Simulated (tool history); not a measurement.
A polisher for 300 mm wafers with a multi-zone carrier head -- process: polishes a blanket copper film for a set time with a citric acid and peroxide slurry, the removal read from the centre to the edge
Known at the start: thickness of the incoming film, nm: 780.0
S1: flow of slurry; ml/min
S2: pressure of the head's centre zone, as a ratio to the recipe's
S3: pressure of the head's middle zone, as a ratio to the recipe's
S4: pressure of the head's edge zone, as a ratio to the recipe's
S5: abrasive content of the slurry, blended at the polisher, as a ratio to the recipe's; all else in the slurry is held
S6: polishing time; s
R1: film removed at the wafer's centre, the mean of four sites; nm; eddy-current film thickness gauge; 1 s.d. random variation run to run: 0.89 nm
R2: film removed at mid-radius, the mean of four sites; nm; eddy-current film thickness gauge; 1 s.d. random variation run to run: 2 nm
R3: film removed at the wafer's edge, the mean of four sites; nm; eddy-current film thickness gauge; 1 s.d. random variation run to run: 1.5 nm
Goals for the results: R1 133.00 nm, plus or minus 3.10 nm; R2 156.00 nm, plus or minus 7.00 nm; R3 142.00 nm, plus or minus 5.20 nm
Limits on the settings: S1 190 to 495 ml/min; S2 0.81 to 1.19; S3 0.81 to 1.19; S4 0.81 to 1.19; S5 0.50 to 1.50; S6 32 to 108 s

run 1 day=0.000 | S1=320 S2=1.00 S3=1.00 S4=1.00 S5=1.00 S6=70 | R1=187.12 R2=189.36 R3=190.68
run 2 day=0.354 | S1=320 S2=1.00 S3=1.00 S4=1.00 S5=0.85 S6=70 | R1=183.43 R2=183.86 R3=188.34
run 3 day=0.662 | S1=320 S2=1.00 S3=1.00 S4=1.00 S5=0.70 S6=70 | R1=174.45 R2=177.22 R3=176.45
run 4 day=0.912 | S1=320 S2=0.96 S3=1.00 S4=0.96 S5=0.65 S6=68 | R1=160.50 R2=164.83 R3=167.73
run 5 day=1.012 | S1=320 S2=0.96 S3=1.00 S4=0.96 S5=0.65 S6=56 | R1=132.63 R2=139.53 R3=136.65
run 6 day=1.362 | S1=265 S2=0.96 S3=1.00 S4=0.96 S5=0.65 S6=56 | R1=128.20 R2=136.10 R3=135.24
run 7 day=1.617 | S1=280 S2=0.96 S3=1.03 S4=0.97 S5=0.65 S6=56 | R1=130.21 R2=136.26 R3=137.30
run 8 day=1.729 | S1=310 S2=0.93 S3=1.05 S4=0.92 S5=0.75 S6=56 | R1=131.82 R2=146.38 R3=137.31

Of the 5 settings listed for the next run, only one would bring every result within its allowed miss of target. Which one?
run A day=1.842 | S1=375 S2=0.89 S3=1.19 S4=0.88 S5=0.90 S6=56 | R1=? R2=? R3=?
run B day=1.842 | S1=385 S2=0.97 S3=1.19 S4=0.83 S5=0.75 S6=54 | R1=? R2=? R3=?
run C day=1.842 | S1=305 S2=0.99 S3=0.99 S4=0.95 S5=0.80 S6=56 | R1=? R2=? R3=?
run D day=1.842 | S1=295 S2=0.90 S3=0.92 S4=0.92 S5=0.75 S6=59 | R1=? R2=? R3=?
run E day=1.842 | S1=390 S2=0.94 S3=1.12 S4=1.02 S5=0.90 S6=52 | R1=? R2=? R3=?

move=A R1=133.53 R2=175.23 R3=139.58
move=B R1=134.93 R2=162.26 R3=125.89
move=C R1=141.38 R2=142.81 R3=139.01
move=D R1=132.71 R2=138.97 R3=141.88
move=E R1=131.41 R2=154.85 R3=139.41
A: pushes the last run's worst result past its target
B: the furthest-off result lands on target, but another misses its tolerance
C: the biggest miss grows against the last run
D: the biggest miss grows against the last run
E: every result lands within tolerance
E meets every target.
